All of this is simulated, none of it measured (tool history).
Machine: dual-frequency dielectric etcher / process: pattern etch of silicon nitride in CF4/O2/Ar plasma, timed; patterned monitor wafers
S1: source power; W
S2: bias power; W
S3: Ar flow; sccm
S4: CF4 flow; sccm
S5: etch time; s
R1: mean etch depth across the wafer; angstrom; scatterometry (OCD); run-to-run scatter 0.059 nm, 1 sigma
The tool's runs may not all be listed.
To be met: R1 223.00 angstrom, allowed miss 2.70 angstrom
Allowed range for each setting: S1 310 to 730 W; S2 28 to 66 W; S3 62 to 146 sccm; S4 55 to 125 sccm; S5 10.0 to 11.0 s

run,day,S1,S2,S3,S4,S5,R1
1,0.000,520,47,104,90,11.0,203.72
2,0.229,520,47,104,90,11.0,203.90
3,0.329,460,47,104,90,11.0,179.49
4,0.625,460,47,104,101,11.0,181.20
5,0.917,460,53,104,101,11.0,187.95
6,1.079,500,53,104,101,11.0,205.07
7,1.246,510,53,104,101,11.0,209.30
8,1.388,520,53,104,101,11.0,213.86
9,1.475,530,53,104,101,11.0,218.11

Of the 4 settings listed for the next run, only one would bring every result within its allowed miss of target. Which one?
A,1.562,500,66,101,86,11.0,?
B,1.562,550,50,100,95,11.0,?
C,1.562,530,55,104,101,10.5,?
D,1.562,540,64,106,94,11.0,?

move,R1
A,215.69
B,222.00
C,210.25
D,232.88
A: moves away from the targets compared with the last run
B: each result inside its tolerance
C: moves away from the targets compared with the last run
D: takes the result that was furthest off past its target
The move that meets every target is B.
